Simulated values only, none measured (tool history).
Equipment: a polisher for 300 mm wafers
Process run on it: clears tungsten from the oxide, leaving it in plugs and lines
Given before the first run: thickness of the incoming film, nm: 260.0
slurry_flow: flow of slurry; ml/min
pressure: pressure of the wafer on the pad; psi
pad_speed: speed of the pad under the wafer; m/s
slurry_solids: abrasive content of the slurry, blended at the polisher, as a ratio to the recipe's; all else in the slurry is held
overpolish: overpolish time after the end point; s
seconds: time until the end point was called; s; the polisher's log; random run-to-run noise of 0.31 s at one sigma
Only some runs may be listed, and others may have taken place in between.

{"run": 1, "day": 0.0, "slurry_flow": 180, "pressure": 4.2, "pad_speed": 1.24, "slurry_solids": 1.0, "overpolish": 7, "seconds": 37.576}
{"run": 2, "day": 0.329, "slurry_flow": 180, "pressure": 4.5, "pad_speed": 1.24, "slurry_solids": 1.0, "overpolish": 7, "seconds": 35.93}
{"run": 3, "day": 0.621, "slurry_flow": 180, "pressure": 4.8, "pad_speed": 1.24, "slurry_solids": 1.0, "overpolish": 7, "seconds": 33.15}
{"run": 4, "day": 0.825, "slurry_flow": 150, "pressure": 4.8, "pad_speed": 1.24, "slurry_solids": 1.0, "overpolish": 7, "seconds": 34.885}
{"run": 5, "day": 0.85, "slurry_flow": 150, "pressure": 4.8, "pad_speed": 1.24, "slurry_solids": 1.0, "overpolish": 5, "seconds": 34.279}
{"run": 6, "day": 0.9, "slurry_flow": 150, "pressure": 4.8, "pad_speed": 1.24, "slurry_solids": 1.0, "overpolish": 7, "seconds": 34.082}
{"run": 7, "day": 1.142, "slurry_flow": 155, "pressure": 5.0, "pad_speed": 1.24, "slurry_solids": 1.0, "overpolish": 7, "seconds": 32.349}
{"run": 8, "day": 1.317, "slurry_flow": 165, "pressure": 5.1, "pad_speed": 1.24, "slurry_solids": 1.0, "overpolish": 7, "seconds": 32.148}
{"run": 9, "day": 1.571, "slurry_flow": 165, "pressure": 5.3, "pad_speed": 1.24, "slurry_solids": 1.0, "overpolish": 7, "seconds": 31.241}

Run 10, settings as shown, results not yet in. Your forecast:
{"run": 10, "day": 1.662, "slurry_flow": 165, "pressure": 5.4, "pad_speed": 1.24, "slurry_solids": 1.0, "overpolish": 7, "seconds": "?"}

{"run 10": {"seconds": 30.223}}
